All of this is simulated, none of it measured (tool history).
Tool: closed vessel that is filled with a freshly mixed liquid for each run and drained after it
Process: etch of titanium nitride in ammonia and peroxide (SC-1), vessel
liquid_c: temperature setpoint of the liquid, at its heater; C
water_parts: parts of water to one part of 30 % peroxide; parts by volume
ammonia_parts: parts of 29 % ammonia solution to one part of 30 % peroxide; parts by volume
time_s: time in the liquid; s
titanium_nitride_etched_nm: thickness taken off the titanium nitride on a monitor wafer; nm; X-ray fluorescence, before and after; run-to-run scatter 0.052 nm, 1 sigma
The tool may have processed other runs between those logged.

run	day	liquid_c	water_parts	ammonia_parts	time_s	titanium_nitride_etched_nm
1	0.000	52.0	21.5	0.6	135	10.184
2	0.275	52.0	21.5	0.7	135	10.423
3	0.496	52.0	15.0	0.7	135	12.648
4	0.792	52.5	15.0	0.7	135	13.156
5	1.021	54.0	15.0	0.7	135	14.624
6	1.238	54.0	9.5	0.7	135	18.625
7	1.321	52.5	9.5	0.7	135	16.655

Forecast run 8:
8	1.629	52.0	9.5	0.7	135	?

Run 8 measured titanium_nitride_etched_nm 16.170 nm.
